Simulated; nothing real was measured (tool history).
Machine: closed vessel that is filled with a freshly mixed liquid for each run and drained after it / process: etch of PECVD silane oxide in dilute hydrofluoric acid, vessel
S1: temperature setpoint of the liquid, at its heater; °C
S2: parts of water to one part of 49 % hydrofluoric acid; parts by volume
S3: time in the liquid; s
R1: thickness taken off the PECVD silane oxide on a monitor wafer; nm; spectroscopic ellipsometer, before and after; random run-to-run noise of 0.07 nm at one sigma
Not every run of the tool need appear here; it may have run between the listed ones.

{"run": 1, "day": 0.0, "S1": 22, "S2": 135, "S3": 30, "R1": 4.3302}
{"run": 2, "day": 0.338, "S1": 22, "S2": 135, "S3": 30, "R1": 4.3437}
{"run": 3, "day": 0.521, "S1": 22, "S2": 135, "S3": 30, "R1": 4.3727}
{"run": 4, "day": 0.675, "S1": 23.5, "S2": 125, "S3": 30, "R1": 5.0548}
{"run": 5, "day": 0.821, "S1": 23.5, "S2": 145, "S3": 30, "R1": 4.2138}
{"run": 6, "day": 0.908, "S1": 24.5, "S2": 135, "S3": 30, "R1": 4.8154}
{"run": 7, "day": 1.112, "S1": 25.5, "S2": 125, "S3": 30, "R1": 5.4802}
{"run": 8, "day": 1.429, "S1": 26.5, "S2": 115, "S3": 30, "R1": 6.2449}
{"run": 9, "day": 1.512, "S1": 27, "S2": 110, "S3": 30, "R1": 6.6982}
{"run": 10, "day": 1.542, "S1": 30, "S2": 80, "S3": 30, "R1": 10.558}

For run 11, what comes out?
{"run": 11, "day": 1.833, "S1": 27.5, "S2": 80, "S3": 30, "R1": "?"}

{"run 11": {"R1": 9.6411}}

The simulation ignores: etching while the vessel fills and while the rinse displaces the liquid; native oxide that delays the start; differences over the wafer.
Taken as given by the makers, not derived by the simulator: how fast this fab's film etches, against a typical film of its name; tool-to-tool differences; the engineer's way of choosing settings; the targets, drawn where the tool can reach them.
